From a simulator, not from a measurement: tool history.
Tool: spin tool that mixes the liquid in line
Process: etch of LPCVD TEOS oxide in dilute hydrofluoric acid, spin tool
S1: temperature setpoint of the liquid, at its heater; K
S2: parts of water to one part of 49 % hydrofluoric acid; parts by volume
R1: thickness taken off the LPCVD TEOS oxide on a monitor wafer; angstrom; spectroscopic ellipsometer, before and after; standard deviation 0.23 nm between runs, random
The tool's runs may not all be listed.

{"run": 1, "day": 0.0, "S1": 298.15, "S2": 155, "time under the liquid (s)": 270, "R1": 482.49}
{"run": 2, "day": 0.317, "S1": 298.15, "S2": 155, "time under the liquid (s)": 270, "R1": 483.24}
{"run": 3, "day": 0.575, "S1": 300.15, "S2": 150, "time under the liquid (s)": 270, "R1": 542.23}
{"run": 4, "day": 0.912, "S1": 298.65, "S2": 150, "time under the liquid (s)": 270, "R1": 510.16}
{"run": 5, "day": 1.083, "S1": 300.65, "S2": 150, "time under the liquid (s)": 270, "R1": 549.58}
{"run": 6, "day": 1.404, "S1": 298.65, "S2": 150, "time under the liquid (s)": 270, "R1": 513.1}

Estimate the outcome of run 7 from the log above:
{"run": 7, "day": 1.712, "S1": 300.65, "S2": 150, "time under the liquid (s)": 270, "R1": "?"}

{"run 7": {"R1": 550.42}}
